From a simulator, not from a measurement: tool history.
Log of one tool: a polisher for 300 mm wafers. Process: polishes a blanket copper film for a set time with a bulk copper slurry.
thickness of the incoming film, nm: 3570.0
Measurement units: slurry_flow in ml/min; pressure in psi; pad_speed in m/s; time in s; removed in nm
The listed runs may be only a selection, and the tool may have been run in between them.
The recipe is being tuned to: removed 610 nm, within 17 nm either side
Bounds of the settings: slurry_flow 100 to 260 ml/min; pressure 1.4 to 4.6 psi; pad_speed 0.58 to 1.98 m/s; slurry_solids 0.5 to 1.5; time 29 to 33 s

| run | hour | slurry_flow | pressure | pad_speed | slurry_solids | time | removed |
|---|---|---|---|---|---|---|---|
| 1 | 0 | 165 | 3 | 1.28 | 1 | 33 | 376.42 |
| 2 | 6.8 | 170 | 3.2 | 1.28 | 1 | 33 | 400.63 |
| 3 | 15.5 | 170 | 3.2 | 1.28 | 0.85 | 33 | 386.6 |
| 4 | 19.9 | 170 | 3.6 | 1.28 | 0.85 | 33 | 433.18 |
| 5 | 27.1 | 175 | 3.8 | 1.28 | 0.85 | 33 | 451.82 |
| 6 | 27.8 | 175 | 3.8 | 1.28 | 0.85 | 33 | 459.89 |
| 7 | 28.8 | 180 | 4 | 1.28 | 0.85 | 33 | 483.82 |
| 8 | 29.6 | 180 | 4.1 | 1.3 | 0.85 | 33 | 506.6 |
| 9 | 35.4 | 185 | 4.2 | 1.3 | 0.85 | 33 | 515.07 |
| 10 | 40.2 | 185 | 4.3 | 1.32 | 0.85 | 33 | 530.1 |

Of the 5 settings listed for the next run, only one would bring every result within its allowed miss of target. Which one?
| A | 45 | 205 | 4.5 | 1.46 | 0.85 | 30 | ? |
| B | 45 | 200 | 4.2 | 1.48 | 0.75 | 33 | ? |
| C | 45 | 115 | 4.4 | 1.76 | 0.55 | 33 | ? |
| D | 45 | 170 | 4 | 1.72 | 1.1 | 33 | ? |
| E | 45 | 190 | 4.1 | 1.4 | 1.2 | 33 | ? |

| move | removed |
|---|---|
| A | 566.02 |
| B | 564.06 |
| C | 568.7 |
| D | 687.3 |
| E | 600.54 |
A: closes in on the targets versus the last run, not all within tolerance yet
B: closes in on the targets versus the last run, not all within tolerance yet
C: closes in on the targets versus the last run, not all within tolerance yet
D: takes the result that was furthest off past its target
E: each result inside its tolerance
E meets every target.

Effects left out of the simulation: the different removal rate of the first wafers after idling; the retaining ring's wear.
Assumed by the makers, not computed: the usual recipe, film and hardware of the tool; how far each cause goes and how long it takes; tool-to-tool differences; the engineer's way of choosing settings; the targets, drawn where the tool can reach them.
